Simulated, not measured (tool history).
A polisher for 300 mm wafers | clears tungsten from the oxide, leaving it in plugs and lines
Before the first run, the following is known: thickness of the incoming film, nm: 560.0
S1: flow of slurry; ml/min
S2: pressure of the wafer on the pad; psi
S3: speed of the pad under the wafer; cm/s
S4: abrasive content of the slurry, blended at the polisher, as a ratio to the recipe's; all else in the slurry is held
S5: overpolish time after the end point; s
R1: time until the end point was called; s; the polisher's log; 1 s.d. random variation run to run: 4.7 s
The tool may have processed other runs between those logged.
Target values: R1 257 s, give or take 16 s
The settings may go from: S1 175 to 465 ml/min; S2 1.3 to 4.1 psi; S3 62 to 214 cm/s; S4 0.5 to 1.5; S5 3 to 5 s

run	hour	S1	S2	S3	S4	S5	R1
1	0	295	2.7	138	1	5	113.24
2	2.6	295	2.5	132	1	5	132.42
3	10.9	295	2.5	152	1	5	113
4	17.3	295	2.5	152	1	5	114.39
5	25	335	2.5	152	1	5	112.01
6	29.4	335	2.4	146	1	5	117.36
7	35.2	330	2.3	140	1	5	131.03
8	39.9	330	2.2	136	1	5	141.91
9	46.5	330	2.1	132	1	5	154.73
10	50.8	330	2	130	1	5	162.43
11	55.9	325	1.3	96	0.95	5	319.17
12	60.3	325	1.4	96	0.95	5	301.24

Below are 4 possible settings for the next run. Only one of them brings all results inside the allowed miss of their targets. Which is it?
A	64.7	310	1.3	80	1	3	?
B	64.7	350	1.3	118	1.05	4	?
C	64.7	265	1.9	120	0.5	4	?
D	64.7	335	1.4	80	0.9	5	?

move	R1
A	379.43
B	257.81
C	207.2
D	358.78
A: lands further from the targets than the last run did
B: every result within its allowed miss
C: carries the result that was furthest off beyond its target, to the other side
D: lands further from the targets than the last run did
B meets every target.
